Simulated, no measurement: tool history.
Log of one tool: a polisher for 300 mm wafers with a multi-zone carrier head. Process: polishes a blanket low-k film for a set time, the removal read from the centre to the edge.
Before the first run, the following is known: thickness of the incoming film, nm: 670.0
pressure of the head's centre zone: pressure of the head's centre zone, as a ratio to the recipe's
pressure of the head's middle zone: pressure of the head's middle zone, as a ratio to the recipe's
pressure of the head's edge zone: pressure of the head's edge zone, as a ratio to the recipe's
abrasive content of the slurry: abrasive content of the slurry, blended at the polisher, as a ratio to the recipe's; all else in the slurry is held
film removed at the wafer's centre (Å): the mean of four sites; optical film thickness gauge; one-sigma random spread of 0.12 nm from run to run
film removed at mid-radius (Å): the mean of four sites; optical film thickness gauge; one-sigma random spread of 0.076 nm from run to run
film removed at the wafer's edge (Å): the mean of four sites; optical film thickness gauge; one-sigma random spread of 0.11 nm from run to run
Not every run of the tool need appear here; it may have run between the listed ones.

| run | day | flow of slurry (ml/min) | pressure of the head's centre zone | pressure of the head's middle zone | pressure of the head's edge zone | abrasive content of the slurry | polishing time (s) | film removed at the wafer's centre (Å) | film removed at mid-radius (Å) | film removed at the wafer's edge (Å) |
|---|---|---|---|---|---|---|---|---|---|---|
| 1 | 0 | 285 | 1 | 1 | 1 | 1 | 34 | 115.02 | 114.83 | 112.94 |
| 2 | 0.354 | 285 | 1.04 | 1 | 1 | 1 | 34 | 121 | 113.99 | 114.9 |
| 3 | 0.504 | 285 | 1.04 | 1.07 | 1 | 1 | 34 | 119.19 | 118.36 | 113.94 |
| 4 | 0.633 | 285 | 1.04 | 1.07 | 0.94 | 1 | 34 | 119.49 | 119.7 | 111.77 |
| 5 | 0.883 | 280 | 1 | 1.05 | 0.94 | 0.95 | 34 | 112.8 | 114.32 | 109.62 |
| 6 | 0.958 | 280 | 1 | 0.99 | 0.94 | 0.95 | 34 | 112.69 | 109.15 | 108.59 |
| 7 | 1.117 | 280 | 1 | 0.99 | 0.94 | 0.95 | 34 | 112.29 | 110.06 | 109.78 |
| 8 | 1.158 | 280 | 0.97 | 1.01 | 0.92 | 0.9 | 34 | 104.27 | 107.94 | 105.01 |
| 9 | 1.279 | 280 | 0.95 | 1.02 | 0.9 | 0.9 | 34 | 103.9 | 110.66 | 106.18 |

Estimate the outcome of run 10 from the log above:
| 10 | 1.312 | 275 | 0.94 | 1.02 | 0.89 | 0.9 | 34 | ? | ? | ? |

Run 10 produced film removed at the wafer's centre (Å) 102.31, film removed at mid-radius (Å) 109.69, film removed at the wafer's edge (Å) 102.41.
